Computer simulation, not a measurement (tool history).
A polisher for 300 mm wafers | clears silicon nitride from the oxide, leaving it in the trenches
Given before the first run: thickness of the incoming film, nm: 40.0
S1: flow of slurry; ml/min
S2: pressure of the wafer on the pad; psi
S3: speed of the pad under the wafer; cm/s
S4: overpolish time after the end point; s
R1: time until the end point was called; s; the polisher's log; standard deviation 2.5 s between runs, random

run	day	S1	S2	S3	S4	R1
1	0	150	2	86	41	93.075
2	0.221	150	1.7	84	41	108.22
3	0.458	150	1.7	84	41	108.14
4	0.654	150	1.7	84	44	108.83
5	0.842	170	1.7	84	44	103.62
6	1.008	170	1.4	84	44	123.9

Run 7 comes next. What will it give?
7	1.175	165	1.3	82	44	?

Run 7 produced R1 136.93 s.
